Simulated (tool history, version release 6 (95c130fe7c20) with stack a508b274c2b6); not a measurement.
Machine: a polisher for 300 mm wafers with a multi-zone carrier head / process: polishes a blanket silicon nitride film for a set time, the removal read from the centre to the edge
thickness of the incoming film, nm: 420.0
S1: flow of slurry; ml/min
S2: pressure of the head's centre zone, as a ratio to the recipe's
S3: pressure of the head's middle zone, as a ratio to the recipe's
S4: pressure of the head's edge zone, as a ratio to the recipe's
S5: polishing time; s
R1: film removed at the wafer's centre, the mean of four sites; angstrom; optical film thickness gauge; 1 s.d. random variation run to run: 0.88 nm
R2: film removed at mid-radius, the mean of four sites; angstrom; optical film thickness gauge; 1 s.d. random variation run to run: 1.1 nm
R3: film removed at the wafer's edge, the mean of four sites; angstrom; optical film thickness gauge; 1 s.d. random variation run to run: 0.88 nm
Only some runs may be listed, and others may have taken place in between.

run	hour	S1	S2	S3	S4	S5	R1	R2	R3
1	0	120	1	1	1	67	1562.3	1537.5	1552.5
2	1.3	115	1.01	0.98	0.98	63	1469.9	1379.3	1439.9
3	10	115	1.01	0.9	0.98	63	1466.5	1322.3	1448.9
4	18	115	0.95	0.9	0.98	63	1363.5	1287.5	1433.8
5	23.7	115	0.95	0.9	0.98	71	1549.3	1477.1	1597.2
6	28	115	0.97	0.9	0.95	67	1489.5	1366	1502.4
7	28.9	115	0.98	0.91	0.93	63	1421.6	1312	1389.7

Run 8, settings as shown, results not yet in. Your forecast:
8	37.4	110	0.99	0.9	0.91	61	?	?	?

Run 8 gave R1 1360.2 angstrom, R2 1250.2 angstrom, R3 1321.8 angstrom.

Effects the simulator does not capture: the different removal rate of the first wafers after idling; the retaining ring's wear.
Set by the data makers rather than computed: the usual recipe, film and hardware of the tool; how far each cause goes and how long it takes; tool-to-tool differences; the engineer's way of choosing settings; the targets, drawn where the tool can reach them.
